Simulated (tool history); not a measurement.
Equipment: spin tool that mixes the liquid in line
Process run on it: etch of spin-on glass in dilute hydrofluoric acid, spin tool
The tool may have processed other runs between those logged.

run  hour  temperature setpoint of the liquid (C)  parts of water to one part of 49 % hydrofluoric acid (parts by volume)  time under the liquid (s)  thickness taken off the spin-on glass on a monitor wafer (Å)
  1   0.0                                    23.0                                                                      55                         15                                                        65.516
  2   4.5                                    25.0                                                                      55                         15                                                        71.168
  3   5.1                                    25.0                                                                      55                         15                                                        70.601
  4  11.8                                    26.5                                                                      55                         15                                                        75.075
  5  16.6                                    26.5                                                                      65                         15                                                        62.990
  6  21.7                                    27.5                                                                      60                         15                                                        71.402
  7  30.6                                    31.0                                                                      45                         15                                                       111.070
  8  39.3                                    30.5                                                                      45                         15                                                       109.440

Forecast run 9:
  9  41.6                                    30.0                                                                      45                         15                                                             ?

{"run 9": {"thickness taken off the spin-on glass on a monitor wafer (Å)": 108.09}}

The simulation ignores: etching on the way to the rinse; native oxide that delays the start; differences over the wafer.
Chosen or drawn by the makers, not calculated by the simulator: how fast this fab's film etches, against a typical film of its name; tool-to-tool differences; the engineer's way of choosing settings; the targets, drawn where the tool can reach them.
